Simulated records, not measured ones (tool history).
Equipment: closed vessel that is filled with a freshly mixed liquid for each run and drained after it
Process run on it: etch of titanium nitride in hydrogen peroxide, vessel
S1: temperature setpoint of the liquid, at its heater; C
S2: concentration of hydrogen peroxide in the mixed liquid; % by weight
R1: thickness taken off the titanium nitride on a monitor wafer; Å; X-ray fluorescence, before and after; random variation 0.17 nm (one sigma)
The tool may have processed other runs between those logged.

run 1 day=0 | S1=46 S2=16 time_in_the_liquid_(s)=2620 | R1=462.51
run 2 day=0.358 | S1=43.5 S2=16 time_in_the_liquid_(s)=2620 | R1=384.75
run 3 day=0.629 | S1=41.5 S2=16 time_in_the_liquid_(s)=2620 | R1=336.13
run 4 day=0.821 | S1=41.5 S2=16 time_in_the_liquid_(s)=2825 | R1=354.7
run 5 day=1.042 | S1=36.5 S2=16 time_in_the_liquid_(s)=2825 | R1=245.81
run 6 day=1.075 | S1=36.5 S2=17.5 time_in_the_liquid_(s)=2825 | R1=247.81
run 7 day=1.283 | S1=35.5 S2=17.5 time_in_the_liquid_(s)=2825 | R1=225.24
run 8 day=1.646 | S1=35 S2=17.5 time_in_the_liquid_(s)=2825 | R1=219.72
run 9 day=1.704 | S1=34.5 S2=17.5 time_in_the_liquid_(s)=2825 | R1=210.49
run 10 day=1.771 | S1=34.5 S2=17.5 time_in_the_liquid_(s)=2825 | R1=212.68
-- day=1.833 peroxide flow meter replaced
run 11 day=1.833 | S1=34 S2=17.5 time_in_the_liquid_(s)=2825 | R1=207.78

Run 12 comes next. What will it give?
run 12 day=2.154 | S1=33.5 S2=17.5 time_in_the_liquid_(s)=2825 | R1=?

R1: 197.41 Å

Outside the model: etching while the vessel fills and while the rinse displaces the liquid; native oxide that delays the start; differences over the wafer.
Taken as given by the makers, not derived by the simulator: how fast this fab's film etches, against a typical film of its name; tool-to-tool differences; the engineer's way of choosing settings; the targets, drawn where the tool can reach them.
